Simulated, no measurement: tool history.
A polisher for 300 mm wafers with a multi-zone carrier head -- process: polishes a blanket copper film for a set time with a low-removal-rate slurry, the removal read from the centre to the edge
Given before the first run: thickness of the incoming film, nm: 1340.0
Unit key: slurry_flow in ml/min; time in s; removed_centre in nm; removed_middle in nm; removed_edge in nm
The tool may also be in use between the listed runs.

run  hour  slurry_flow  centre_zone  middle_zone  edge_zone  slurry_solids  time  removed_centre  removed_middle  removed_edge
  1   0.0          155         1.00         1.00       1.00           1.00    53         186.630         181.340       181.840
  2   7.7          155         1.00         1.07       1.00           1.00    53         185.330         190.740       181.300
  3  14.2          155         1.00         1.07       0.96           1.00    53         183.630         185.250       178.750
  4  21.5          155         1.00         1.07       0.88           1.00    53         183.660         185.200       174.350
  5  27.3          150         0.98         1.07       0.87           0.95    49         162.090         174.840       156.210
  6  31.2          145         0.97         1.03       0.89           0.90    45         147.650         152.640       142.030
  7  40.1          140         0.95         1.01       0.89           0.85    43         137.180         138.360       136.990
  8  46.3          140         0.94         1.02       0.88           0.80    40         123.380         131.780       123.340
  9  55.0          135         0.93         1.01       0.88           0.75    38         112.960         122.920       116.250
 10  57.3          130         0.92         1.01       0.87           0.70    37         108.650         113.200       110.230

Expected results for the next run?
 11  58.0          115         0.82         1.11       0.84           0.50    28               ?               ?             ?

removed_centre: 67.464 nm
removed_middle: 84.233 nm
removed_edge: 77.369 nm
